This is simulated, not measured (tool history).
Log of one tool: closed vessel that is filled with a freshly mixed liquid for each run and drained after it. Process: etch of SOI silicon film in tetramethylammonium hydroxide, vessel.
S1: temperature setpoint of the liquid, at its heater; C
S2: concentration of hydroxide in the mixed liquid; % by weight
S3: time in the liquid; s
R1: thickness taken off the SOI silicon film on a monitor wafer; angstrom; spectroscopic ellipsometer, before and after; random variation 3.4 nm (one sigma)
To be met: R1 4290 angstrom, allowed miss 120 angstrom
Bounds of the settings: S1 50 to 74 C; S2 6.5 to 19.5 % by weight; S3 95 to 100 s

run 1 day=0 | S1=61 S2=13 S3=95 | R1=3363.3
run 2 day=0.221 | S1=66.5 S2=13 S3=95 | R1=4714.9
run 3 day=0.383 | S1=69.5 S2=13 S3=95 | R1=5704.4
run 4 day=0.667 | S1=69.5 S2=11.5 S3=95 | R1=6028.7
run 5 day=0.692 | S1=68.5 S2=11.5 S3=95 | R1=5673.7
run 6 day=0.762 | S1=68.5 S2=11.5 S3=100 | R1=5900.3
run 7 day=1.1 | S1=67.5 S2=11.5 S3=100 | R1=5576.2
run 8 day=1.371 | S1=67 S2=11.5 S3=100 | R1=5389.3
run 9 day=1.471 | S1=66.5 S2=11.5 S3=100 | R1=5261.8
run 10 day=1.75 | S1=66 S2=11.5 S3=100 | R1=5059.3
run 11 day=2.092 | S1=65.5 S2=11.5 S3=100 | R1=4945.3
run 12 day=2.404 | S1=65 S2=11.5 S3=100 | R1=4838.7
run 13 day=2.758 | S1=65 S2=11.5 S3=100 | R1=4822.8
run 14 day=3.042 | S1=64.5 S2=11.5 S3=100 | R1=4631.7
run 15 day=3.088 | S1=64 S2=11.5 S3=100 | R1=4513.2

Which of these 4 next moves meets every target?
run A day=3.133 | S1=62 S2=9.5 S3=100 | R1=?
run B day=3.133 | S1=64.5 S2=11.5 S3=100 | R1=?
run C day=3.133 | S1=66.5 S2=13.5 S3=95 | R1=?
run D day=3.133 | S1=63.5 S2=10 S3=100 | R1=?

move=A R1=4304.9
move=B R1=4678.2
move=C R1=4680
move=D R1=4621.9
A: meets every target
B: further off than the last run
C: further off than the last run
D: further off than the last run
Answer: A
